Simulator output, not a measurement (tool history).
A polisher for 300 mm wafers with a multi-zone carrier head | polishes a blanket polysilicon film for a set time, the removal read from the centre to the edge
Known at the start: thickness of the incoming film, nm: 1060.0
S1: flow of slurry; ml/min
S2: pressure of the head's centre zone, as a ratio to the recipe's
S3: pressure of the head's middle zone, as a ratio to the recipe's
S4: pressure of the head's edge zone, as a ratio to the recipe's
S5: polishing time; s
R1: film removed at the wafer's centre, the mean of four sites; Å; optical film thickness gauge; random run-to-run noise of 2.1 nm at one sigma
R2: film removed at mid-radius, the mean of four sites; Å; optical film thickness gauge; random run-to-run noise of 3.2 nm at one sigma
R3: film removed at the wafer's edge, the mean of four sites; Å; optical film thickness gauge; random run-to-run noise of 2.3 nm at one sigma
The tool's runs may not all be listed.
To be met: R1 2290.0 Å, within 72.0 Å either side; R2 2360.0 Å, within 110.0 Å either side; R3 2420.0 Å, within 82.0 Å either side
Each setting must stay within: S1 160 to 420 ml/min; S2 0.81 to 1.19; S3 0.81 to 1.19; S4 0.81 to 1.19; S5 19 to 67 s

run 1 hour=0.0 | S1=270 S2=1.00 S3=1.00 S4=1.00 S5=43 | R1=3678.8 R2=3439.8 R3=3514.4
run 2 hour=4.8 | S1=270 S2=1.00 S3=1.00 S4=1.00 S5=39 | R1=3281.0 R2=3158.3 R3=3105.1
run 3 hour=9.3 | S1=270 S2=1.00 S3=1.06 S4=1.00 S5=39 | R1=3288.9 R2=3308.8 R3=3151.7
run 4 hour=18.0 | S1=270 S2=1.00 S3=1.06 S4=1.00 S5=31 | R1=2662.3 R2=2600.9 R3=2426.7
run 5 hour=20.5 | S1=270 S2=1.00 S3=1.06 S4=1.00 S5=41 | R1=3421.6 R2=3449.3 R3=3276.3
run 6 hour=27.5 | S1=270 S2=1.08 S3=1.06 S4=1.00 S5=41 | R1=3736.7 R2=3483.7 R3=3324.4
run 7 hour=29.0 | S1=265 S2=1.04 S3=1.04 S4=1.00 S5=40 | R1=3501.8 R2=3280.3 R3=3244.2
run 8 hour=33.7 | S1=255 S2=1.01 S3=1.03 S4=1.00 S5=39 | R1=3275.4 R2=3113.5 R3=3119.7
run 9 hour=38.2 | S1=250 S2=0.99 S3=1.02 S4=0.99 S5=38 | R1=3161.7 R2=3076.1 R3=3016.6
run 10 hour=42.2 | S1=250 S2=0.97 S3=1.01 S4=0.99 S5=37 | R1=3027.5 R2=2953.1 R3=2942.8
run 11 hour=50.1 | S1=250 S2=0.95 S3=1.00 S4=0.99 S5=36 | R1=2880.8 R2=2869.6 R3=2856.9
-- hour=55.6 centre zone pressure recalibrated
run 12 hour=55.6 | S1=250 S2=0.94 S3=0.99 S4=0.99 S5=35 | R1=2738.4 R2=2799.3 R3=2771.4

Consider the 4 candidate settings below. Which is the only one whose results all fall within their allowed miss of target?
run A hour=61.1 | S1=245 S2=0.95 S3=0.99 S4=1.03 S5=30 | R1=? R2=? R3=?
run B hour=61.1 | S1=420 S2=0.83 S3=1.16 S4=0.92 S5=28 | R1=? R2=? R3=?
run C hour=61.1 | S1=190 S2=0.93 S3=0.91 S4=1.04 S5=33 | R1=? R2=? R3=?
run D hour=61.1 | S1=220 S2=1.05 S3=0.85 S4=1.08 S5=31 | R1=? R2=? R3=?

move=A R1=2318.2 R2=2342.1 R3=2470.9
move=B R1=2087.4 R2=2641.5 R3=2271.4
move=C R1=2401.2 R2=2307.3 R3=2654.1
move=D R1=2532.0 R2=2098.2 R3=2588.9
A: all results in spec
B: pushes the last run's worst result past its target
C: gains on the last run, yet a result remains outside its allowed miss
D: gains on the last run, yet a result remains outside its allowed miss
The right move is A.
